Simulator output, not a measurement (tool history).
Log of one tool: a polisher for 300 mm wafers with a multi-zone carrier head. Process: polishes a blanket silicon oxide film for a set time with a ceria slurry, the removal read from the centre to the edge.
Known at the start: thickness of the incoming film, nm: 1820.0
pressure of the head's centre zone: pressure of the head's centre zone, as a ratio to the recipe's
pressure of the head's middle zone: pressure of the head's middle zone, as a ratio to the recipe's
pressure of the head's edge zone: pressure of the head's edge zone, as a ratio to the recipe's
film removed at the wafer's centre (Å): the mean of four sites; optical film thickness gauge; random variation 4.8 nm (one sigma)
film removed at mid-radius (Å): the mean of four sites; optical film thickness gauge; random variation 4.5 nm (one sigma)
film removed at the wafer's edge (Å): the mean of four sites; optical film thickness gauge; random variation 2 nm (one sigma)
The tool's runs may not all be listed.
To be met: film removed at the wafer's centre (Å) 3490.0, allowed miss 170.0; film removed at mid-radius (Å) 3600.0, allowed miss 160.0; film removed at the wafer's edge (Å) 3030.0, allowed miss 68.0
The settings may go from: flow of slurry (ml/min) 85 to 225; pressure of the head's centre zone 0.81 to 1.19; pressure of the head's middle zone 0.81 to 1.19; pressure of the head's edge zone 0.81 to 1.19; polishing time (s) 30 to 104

run	day	flow of slurry (ml/min)	pressure of the head's centre zone	pressure of the head's middle zone	pressure of the head's edge zone	polishing time (s)	film removed at the wafer's centre (Å)	film removed at mid-radius (Å)	film removed at the wafer's edge (Å)
1	0.000	145	1.00	1.00	1.00	67	2379.4	2415.0	2240.7
2	0.079	145	1.00	1.00	1.00	54	1999.4	1915.6	1809.6
3	0.329	155	1.03	1.03	1.03	59	2219.9	2187.1	1992.6
4	0.421	140	1.03	1.03	1.03	59	2172.9	2135.7	1979.3
5	0.446	115	1.03	1.03	1.03	59	2085.7	2030.4	1961.8
6	0.700	125	1.05	1.05	1.05	64	2388.1	2283.1	2152.4
7	0.871	135	1.05	1.07	1.07	68	2551.6	2489.7	2320.6
8	1.212	145	1.06	1.09	1.08	71	2752.8	2698.3	2468.5
9	1.421	155	1.06	1.11	1.09	73	2869.8	2806.0	2562.6
10	1.750	165	1.06	1.13	1.09	75	2949.1	3009.1	2626.8
11	1.867	170	1.07	1.14	1.10	76	3102.2	3054.8	2697.5
12	2.229	175	1.07	1.15	1.10	77	3101.5	3079.4	2760.1
13	2.304	180	1.07	1.16	1.09	79	3152.2	3287.8	2788.4
14	2.654	185	1.07	1.17	1.10	80	3232.2	3366.1	2863.0
15	2.904	190	1.07	1.17	1.10	81	3153.9	3453.4	2915.6
16	3.138	190	1.08	1.17	1.10	81	3326.5	3482.6	2894.2
17	3.475	190	1.08	1.17	1.11	81	3259.8	3372.5	2942.9
# day 3.762: edge zone pressure recalibrated
18	3.762	220	1.10	1.19	1.10	82	3468.2	3520.7	3130.9

5 next moves are on the table. One of them brings every result within its allowed miss. Which?
A	4.050	210	1.04	1.19	1.12	88	?	?	?
B	4.050	155	1.01	1.19	0.96	93	?	?	?
C	4.050	225	1.03	1.11	1.14	85	?	?	?
D	4.050	215	1.13	1.19	1.06	82	?	?	?
E	4.050	210	1.16	1.14	1.16	83	?	?	?

move	film removed at the wafer's centre (Å)	film removed at mid-radius (Å)	film removed at the wafer's edge (Å)
A	3402.3	3814.1	3334.3
B	3344.0	3870.8	3170.6
C	3286.2	3498.5	3273.4
D	3429.2	3563.1	3028.4
E	3542.3	3464.4	3204.3
A: further off than the last run
B: further off than the last run
C: further off than the last run
D: meets every target
E: further off than the last run
Move D is the one to make.
